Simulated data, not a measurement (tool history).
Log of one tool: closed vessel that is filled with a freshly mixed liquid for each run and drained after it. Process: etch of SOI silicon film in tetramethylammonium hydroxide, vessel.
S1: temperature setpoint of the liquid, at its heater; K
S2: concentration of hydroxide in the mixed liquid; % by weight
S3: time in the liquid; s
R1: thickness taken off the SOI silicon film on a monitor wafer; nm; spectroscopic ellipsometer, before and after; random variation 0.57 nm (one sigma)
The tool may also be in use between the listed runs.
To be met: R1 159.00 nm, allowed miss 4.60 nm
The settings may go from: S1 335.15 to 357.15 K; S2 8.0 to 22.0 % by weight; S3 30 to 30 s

run	day	S1	S2	S3	R1
1	0.000	348.15	15.0	30	230.88
2	0.112	348.15	15.0	30	229.87
3	0.404	348.15	15.0	30	228.63
4	0.550	348.15	17.0	30	217.96
5	0.804	348.15	18.5	30	209.30
6	1.192	346.65	18.5	30	193.32
7	1.346	345.65	18.5	30	183.19
8	1.675	344.65	18.5	30	171.21

5 next moves are on the table. One of them brings every result within its allowed miss. Which?
A	2.004	343.15	15.0	30	?
B	2.004	343.65	16.5	30	?
C	2.004	345.65	21.0	30	?
D	2.004	341.65	18.0	30	?
E	2.004	343.65	19.5	30	?

move	R1
A	173.06
B	172.01
C	170.12
D	147.40
E	159.63
A: further off than the last run
B: further off than the last run
C: nearer than the last run, and not there yet
D: takes the result that was furthest off past its target
E: meets every target
Move E is the one to make.

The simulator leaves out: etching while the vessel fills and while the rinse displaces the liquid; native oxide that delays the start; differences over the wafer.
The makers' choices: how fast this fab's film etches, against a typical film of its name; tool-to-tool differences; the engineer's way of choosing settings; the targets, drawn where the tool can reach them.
